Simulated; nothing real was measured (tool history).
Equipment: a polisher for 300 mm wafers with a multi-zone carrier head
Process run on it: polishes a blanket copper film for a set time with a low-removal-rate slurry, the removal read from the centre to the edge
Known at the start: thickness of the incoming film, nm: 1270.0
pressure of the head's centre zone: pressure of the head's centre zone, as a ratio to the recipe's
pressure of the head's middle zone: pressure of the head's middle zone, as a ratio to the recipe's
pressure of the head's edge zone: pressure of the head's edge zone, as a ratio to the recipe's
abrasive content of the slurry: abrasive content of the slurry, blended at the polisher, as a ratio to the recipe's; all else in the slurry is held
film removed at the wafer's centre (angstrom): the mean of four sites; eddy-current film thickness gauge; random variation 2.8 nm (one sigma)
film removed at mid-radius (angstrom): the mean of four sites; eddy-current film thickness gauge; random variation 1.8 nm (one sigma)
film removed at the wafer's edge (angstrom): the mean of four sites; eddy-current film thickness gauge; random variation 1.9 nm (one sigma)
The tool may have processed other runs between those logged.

run  hour  flow of slurry (ml/min)  pressure of the head's centre zone  pressure of the head's middle zone  pressure of the head's edge zone  abrasive content of the slurry  polishing time (s)  film removed at the wafer's centre (angstrom)  film removed at mid-radius (angstrom)  film removed at the wafer's edge (angstrom)
  1     0                      220                                   1                                   1                                 1                               1                  33                                         1114.5                                 1118.3                                       1064.5
  2   2.5                      225                                1.03                                1.01                              1.02                             1.1                  35                                         1228.6                                 1235.3                                       1186.7
  3  11.2                      235                                1.07                                1.01                              1.01                             1.2                  37                                         1374.7                                 1350.6                                       1272.7
  4  16.6                      240                                 1.1                                1.01                              1.02                            1.25                  38                                         1477.4                                 1397.3                                       1319.9
  5    20                      240                                 1.1                                1.05                              1.02                            1.25                  38                                         1495.7                                   1431                                       1321.7
  6  21.3                      270                                 1.1                                1.05                              1.02                            1.25                  38                                         1512.4                                 1469.1                                       1310.1
  7  30.1                      265                                1.12                                1.05                              1.03                             1.3                  39                                         1542.6                                 1515.3                                       1408.2
  8  31.8                      260                                1.13                                1.04                              1.02                             1.3                  40                                         1669.2                                 1505.9                                       1390.8
  9  39.9                      260                                1.14                                1.04                              1.03                            1.35                  41                                         1681.2                                 1585.8                                       1485.7
 10  42.2                      260                                1.15                                1.04                              1.03                            1.35                  42                                         1713.3                                 1619.4                                       1510.1

Run 11 comes next. What will it give?
 11  50.1                      265                                1.16                                1.03                              1.03                             1.4                  43                                              ?                                      ?                                            ?

film removed at the wafer's centre (angstrom): 1800
film removed at mid-radius (angstrom): 1655.3
film removed at the wafer's edge (angstrom): 1588.6

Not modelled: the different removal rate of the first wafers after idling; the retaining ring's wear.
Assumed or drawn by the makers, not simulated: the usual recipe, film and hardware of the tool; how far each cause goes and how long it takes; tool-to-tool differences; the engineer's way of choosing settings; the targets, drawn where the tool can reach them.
